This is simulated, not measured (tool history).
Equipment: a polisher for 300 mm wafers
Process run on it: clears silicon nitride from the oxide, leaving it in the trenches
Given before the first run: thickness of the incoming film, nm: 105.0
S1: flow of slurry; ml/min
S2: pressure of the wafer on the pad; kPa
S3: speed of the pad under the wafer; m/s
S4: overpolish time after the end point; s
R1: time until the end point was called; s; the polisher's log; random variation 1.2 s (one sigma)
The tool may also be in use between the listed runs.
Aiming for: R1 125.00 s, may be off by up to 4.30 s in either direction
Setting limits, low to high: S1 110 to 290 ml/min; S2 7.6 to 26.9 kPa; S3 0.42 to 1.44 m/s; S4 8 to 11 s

run 1 hour=0.0 | S1=185 S2=17.2 S3=0.92 S4=11 | R1=154.51
run 2 hour=3.7 | S1=185 S2=17.2 S3=0.68 S4=11 | R1=207.84
run 3 hour=9.4 | S1=205 S2=17.2 S3=0.68 S4=11 | R1=205.19
run 4 hour=14.9 | S1=205 S2=19.3 S3=0.68 S4=11 | R1=184.08
run 5 hour=22.6 | S1=205 S2=20.7 S3=0.68 S4=11 | R1=172.79
run 6 hour=28.5 | S1=205 S2=22.1 S3=0.68 S4=11 | R1=161.68
run 7 hour=37.3 | S1=205 S2=23.4 S3=0.68 S4=11 | R1=153.28
run 8 hour=39.5 | S1=210 S2=24.1 S3=0.68 S4=11 | R1=148.80
run 9 hour=41.3 | S1=210 S2=24.8 S3=0.68 S4=11 | R1=142.73
run 10 hour=46.0 | S1=210 S2=25.5 S3=0.68 S4=11 | R1=141.67
run 11 hour=49.2 | S1=210 S2=25.5 S3=0.70 S4=11 | R1=133.89
run 12 hour=55.8 | S1=215 S2=26.2 S3=0.70 S4=11 | R1=131.40
run 13 hour=60.8 | S1=215 S2=26.9 S3=0.70 S4=11 | R1=131.37

Of the 4 settings listed for the next run, only one would bring every result within its allowed miss of target. Which one?
run A hour=65.8 | S1=175 S2=26.2 S3=0.68 S4=9 | R1=?
run B hour=65.8 | S1=260 S2=24.8 S3=0.78 S4=8 | R1=?
run C hour=65.8 | S1=215 S2=26.9 S3=0.68 S4=11 | R1=?
run D hour=65.8 | S1=220 S2=24.1 S3=0.74 S4=11 | R1=?

move=A R1=138.54
move=B R1=121.39
move=C R1=131.00
move=D R1=133.88
A: lands further from the targets than the last run did
B: meets every target
C: gains on the last run, yet a result remains outside its allowed miss
D: lands further from the targets than the last run did
Correct choice: B, which meets every target
